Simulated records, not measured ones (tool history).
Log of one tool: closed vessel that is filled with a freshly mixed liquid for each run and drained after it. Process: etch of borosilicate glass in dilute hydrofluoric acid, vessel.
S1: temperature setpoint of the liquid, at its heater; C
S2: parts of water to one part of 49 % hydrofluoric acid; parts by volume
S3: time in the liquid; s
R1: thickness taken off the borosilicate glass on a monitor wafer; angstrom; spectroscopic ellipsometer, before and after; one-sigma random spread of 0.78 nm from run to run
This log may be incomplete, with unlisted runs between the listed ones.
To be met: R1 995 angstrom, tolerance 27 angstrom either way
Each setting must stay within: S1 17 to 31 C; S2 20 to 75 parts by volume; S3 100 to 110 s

| run | hour | S1 | S2 | S3 | R1 |
|---|---|---|---|---|---|
| 1 | 0 | 23 | 45 | 100 | 1247.2 |
| 2 | 2.3 | 23 | 35 | 100 | 1596 |
| 3 | 9.7 | 23 | 45 | 100 | 1243.6 |
| 4 | 14.2 | 22 | 45 | 100 | 1180.7 |
| 5 | 23.1 | 22 | 40 | 100 | 1348.8 |
| 6 | 30.9 | 21 | 40 | 100 | 1297.5 |
| 7 | 35.1 | 20 | 40 | 100 | 1211.1 |
| 8 | 38.1 | 19.5 | 40 | 100 | 1208.3 |

Next run, 4 choices. One meets every target within its allowed miss, the rest don't. Which?
| A | 41.1 | 20.5 | 45 | 100 | ? |
| B | 41.1 | 24 | 35 | 100 | ? |
| C | 41.1 | 18 | 45 | 100 | ? |
| D | 41.1 | 20 | 45 | 100 | ? |

| move | R1 |
|---|---|
| A | 1115.3 |
| B | 1682.8 |
| C | 1002 |
| D | 1091.8 |
A: closer than the last run, but not yet in spec
B: misses by more than the last run did
C: all results in spec
D: closer than the last run, but not yet in spec
C is the move that brings every result within its allowed miss.

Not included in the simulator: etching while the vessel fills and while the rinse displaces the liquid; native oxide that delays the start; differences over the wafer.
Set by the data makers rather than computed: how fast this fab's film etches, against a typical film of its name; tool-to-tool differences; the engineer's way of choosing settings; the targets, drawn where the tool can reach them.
